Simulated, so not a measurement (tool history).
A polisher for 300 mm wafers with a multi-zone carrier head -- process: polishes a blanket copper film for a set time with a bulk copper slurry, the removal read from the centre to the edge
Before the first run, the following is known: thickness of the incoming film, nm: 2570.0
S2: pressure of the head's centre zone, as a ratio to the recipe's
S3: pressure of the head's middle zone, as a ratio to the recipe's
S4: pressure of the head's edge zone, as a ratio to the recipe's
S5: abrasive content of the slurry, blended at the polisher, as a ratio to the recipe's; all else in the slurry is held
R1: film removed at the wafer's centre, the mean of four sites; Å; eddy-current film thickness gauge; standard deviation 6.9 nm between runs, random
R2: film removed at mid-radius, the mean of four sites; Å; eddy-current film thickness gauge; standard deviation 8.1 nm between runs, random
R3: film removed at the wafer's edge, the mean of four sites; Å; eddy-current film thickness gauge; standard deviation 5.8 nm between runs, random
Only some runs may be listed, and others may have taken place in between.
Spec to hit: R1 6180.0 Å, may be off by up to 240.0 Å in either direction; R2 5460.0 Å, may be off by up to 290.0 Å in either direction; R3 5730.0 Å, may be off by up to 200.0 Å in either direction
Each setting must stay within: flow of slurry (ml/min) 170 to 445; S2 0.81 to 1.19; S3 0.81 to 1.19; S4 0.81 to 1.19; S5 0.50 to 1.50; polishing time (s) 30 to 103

{"run": 1, "hour": 0.0, "flow of slurry (ml/min)": 285, "S2": 1.0, "S3": 1.0, "S4": 1.0, "S5": 1.0, "polishing time (s)": 66, "R1": 4014.6, "R2": 3926.9, "R3": 4007.4}
{"run": 2, "hour": 2.7, "flow of slurry (ml/min)": 285, "S2": 0.95, "S3": 1.0, "S4": 1.0, "S5": 1.0, "polishing time (s)": 66, "R1": 3780.5, "R2": 3949.4, "R3": 3955.4}
{"run": 3, "hour": 8.2, "flow of slurry (ml/min)": 285, "S2": 0.95, "S3": 1.04, "S4": 1.0, "S5": 1.0, "polishing time (s)": 66, "R1": 3803.1, "R2": 4032.3, "R3": 3940.3}
{"run": 4, "hour": 9.4, "flow of slurry (ml/min)": 285, "S2": 0.95, "S3": 1.01, "S4": 1.0, "S5": 1.0, "polishing time (s)": 66, "R1": 3894.0, "R2": 3848.7, "R3": 3973.4}
{"run": 5, "hour": 18.0, "flow of slurry (ml/min)": 285, "S2": 0.95, "S3": 1.01, "S4": 1.0, "S5": 1.0, "polishing time (s)": 75, "R1": 4267.9, "R2": 4619.5, "R3": 4516.4}
{"run": 6, "hour": 23.6, "flow of slurry (ml/min)": 295, "S2": 1.02, "S3": 1.01, "S4": 1.03, "S5": 1.15, "polishing time (s)": 76, "R1": 4849.7, "R2": 4777.4, "R3": 4847.4}
{"run": 7, "hour": 32.6, "flow of slurry (ml/min)": 300, "S2": 1.06, "S3": 1.02, "S4": 1.06, "S5": 1.25, "polishing time (s)": 77, "R1": 5226.7, "R2": 5016.7, "R3": 4909.3}
{"run": 8, "hour": 33.5, "flow of slurry (ml/min)": 300, "S2": 1.07, "S3": 0.99, "S4": 1.07, "S5": 1.3, "polishing time (s)": 79, "R1": 5481.0, "R2": 4977.6, "R3": 5159.9}
{"run": 9, "hour": 37.0, "flow of slurry (ml/min)": 305, "S2": 1.08, "S3": 0.99, "S4": 1.08, "S5": 1.35, "polishing time (s)": 80, "R1": 5646.1, "R2": 5011.9, "R3": 5344.0}
{"run": 10, "hour": 45.8, "flow of slurry (ml/min)": 310, "S2": 1.09, "S3": 1.0, "S4": 1.09, "S5": 1.4, "polishing time (s)": 81, "R1": 5697.9, "R2": 5306.0, "R3": 5469.9}

Of the 4 settings listed for the next run, only one would bring every result within its allowed miss of target. Which one?
{"run": "A", "hour": 54.6, "flow of slurry (ml/min)": 310, "S2": 1.14, "S3": 1.04, "S4": 1.07, "S5": 1.35, "polishing time (s)": 82, "R1": "?", "R2": "?", "R3": "?"}
{"run": "B", "hour": 54.6, "flow of slurry (ml/min)": 295, "S2": 1.19, "S3": 0.94, "S4": 1.07, "S5": 1.3, "polishing time (s)": 82, "R1": "?", "R2": "?", "R3": "?"}
{"run": "C", "hour": 54.6, "flow of slurry (ml/min)": 430, "S2": 1.09, "S3": 0.98, "S4": 1.08, "S5": 1.15, "polishing time (s)": 87, "R1": "?", "R2": "?", "R3": "?"}
{"run": "D", "hour": 54.6, "flow of slurry (ml/min)": 330, "S2": 1.1, "S3": 1.03, "S4": 1.07, "S5": 1.45, "polishing time (s)": 75, "R1": "?", "R2": "?", "R3": "?"}

move=A R1=6114.0 R2=5417.9 R3=5400.1
move=B R1=6295.2 R2=4910.8 R3=5344.6
move=C R1=6171.2 R2=5430.2 R3=5682.6
move=D R1=5511.7 R2=5020.1 R3=5037.6
A: gets the furthest-off result to its target, but another result is out of tolerance
B: gets the furthest-off result to its target, but another result is out of tolerance
C: each result inside its tolerance
D: lands further from the targets than the last run did
So the answer is move C, the one that meets all the targets.
